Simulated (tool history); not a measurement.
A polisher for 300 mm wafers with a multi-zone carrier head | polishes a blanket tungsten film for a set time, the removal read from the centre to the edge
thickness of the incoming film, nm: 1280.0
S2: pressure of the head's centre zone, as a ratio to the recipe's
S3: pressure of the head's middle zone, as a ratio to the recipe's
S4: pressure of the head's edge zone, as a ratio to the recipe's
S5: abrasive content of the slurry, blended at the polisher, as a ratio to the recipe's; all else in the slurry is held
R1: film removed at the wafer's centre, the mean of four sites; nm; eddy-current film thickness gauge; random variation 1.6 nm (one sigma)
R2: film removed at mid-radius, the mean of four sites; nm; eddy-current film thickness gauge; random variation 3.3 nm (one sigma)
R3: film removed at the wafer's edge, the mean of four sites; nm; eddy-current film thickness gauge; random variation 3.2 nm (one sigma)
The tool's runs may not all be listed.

run 1 hour=0.0 | flow_of_slurry_(ml/min)=150 S2=1.00 S3=1.00 S4=1.00 S5=1.00 polishing_time_(s)=56 | R1=285.99 R2=288.61 R3=281.60
run 2 hour=7.9 | flow_of_slurry_(ml/min)=145 S2=0.97 S3=1.00 S4=0.99 S5=1.00 polishing_time_(s)=56 | R1=273.57 R2=290.87 R3=283.15
run 3 hour=14.9 | flow_of_slurry_(ml/min)=140 S2=0.96 S3=1.00 S4=0.97 S5=0.95 polishing_time_(s)=56 | R1=267.11 R2=282.94 R3=271.25
run 4 hour=22.8 | flow_of_slurry_(ml/min)=135 S2=0.94 S3=1.00 S4=0.97 S5=0.95 polishing_time_(s)=56 | R1=257.82 R2=280.11 R3=274.98
run 5 hour=31.6 | flow_of_slurry_(ml/min)=130 S2=0.93 S3=1.01 S4=0.96 S5=0.95 polishing_time_(s)=56 | R1=253.64 R2=282.16 R3=270.24
run 6 hour=37.7 | flow_of_slurry_(ml/min)=130 S2=0.93 S3=1.01 S4=0.96 S5=0.85 polishing_time_(s)=56 | R1=249.85 R2=271.30 R3=266.87
run 7 hour=41.6 | flow_of_slurry_(ml/min)=125 S2=0.92 S3=1.02 S4=0.96 S5=0.85 polishing_time_(s)=56 | R1=243.05 R2=276.31 R3=266.74
run 8 hour=43.0 | flow_of_slurry_(ml/min)=120 S2=0.91 S3=1.02 S4=0.96 S5=0.85 polishing_time_(s)=56 | R1=241.75 R2=275.51 R3=260.20

Forecast run 9:
run 9 hour=45.9 | flow_of_slurry_(ml/min)=100 S2=0.83 S3=1.03 S4=1.01 S5=0.90 polishing_time_(s)=56 | R1=? R2=? R3=?

{"run 9": {"R1": 212.84, "R2": 274.13, "R3": 266.02}}
